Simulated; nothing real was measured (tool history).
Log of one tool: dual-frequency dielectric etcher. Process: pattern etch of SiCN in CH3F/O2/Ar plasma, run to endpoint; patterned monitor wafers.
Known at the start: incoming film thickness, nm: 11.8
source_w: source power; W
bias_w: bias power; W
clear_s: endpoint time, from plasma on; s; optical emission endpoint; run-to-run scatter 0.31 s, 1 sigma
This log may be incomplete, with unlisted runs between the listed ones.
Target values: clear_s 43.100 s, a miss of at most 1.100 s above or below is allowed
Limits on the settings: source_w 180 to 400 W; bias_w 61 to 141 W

{"run": 1, "day": 0.0, "source_w": 290, "bias_w": 101, "clear_s": 30.409}
{"run": 2, "day": 0.15, "source_w": 290, "bias_w": 116, "clear_s": 28.39}
{"run": 3, "day": 0.3, "source_w": 290, "bias_w": 102, "clear_s": 30.157}
{"run": 4, "day": 0.433, "source_w": 270, "bias_w": 95, "clear_s": 32.42}
{"run": 5, "day": 0.575, "source_w": 260, "bias_w": 90, "clear_s": 34.031}
{"run": 6, "day": 0.9, "source_w": 250, "bias_w": 87, "clear_s": 35.182}
{"run": 7, "day": 1.142, "source_w": 240, "bias_w": 84, "clear_s": 36.649}
{"run": 8, "day": 1.229, "source_w": 230, "bias_w": 82, "clear_s": 38.131}
{"run": 9, "day": 1.283, "source_w": 220, "bias_w": 81, "clear_s": 39.258}
{"run": 10, "day": 1.658, "source_w": 210, "bias_w": 81, "clear_s": 39.79}
{"run": 11, "day": 1.858, "source_w": 210, "bias_w": 80, "clear_s": 39.833}
{"run": 12, "day": 2.054, "source_w": 210, "bias_w": 79, "clear_s": 40.833}
{"run": 13, "day": 2.129, "source_w": 200, "bias_w": 78, "clear_s": 41.794}

4 next moves are on the table. One of them brings every result within its allowed miss. Which?
{"run": "A", "day": 2.204, "source_w": 190, "bias_w": 81, "clear_s": "?"}
{"run": "B", "day": 2.204, "source_w": 200, "bias_w": 82, "clear_s": "?"}
{"run": "C", "day": 2.204, "source_w": 240, "bias_w": 72, "clear_s": "?"}
{"run": "D", "day": 2.204, "source_w": 200, "bias_w": 75, "clear_s": "?"}

move=A clear_s=41.470
move=B clear_s=40.311
move=C clear_s=41.168
move=D clear_s=42.926
A: moves away from the targets compared with the last run
B: moves away from the targets compared with the last run
C: moves away from the targets compared with the last run
D: every result lands within tolerance
Move D is the one to make.
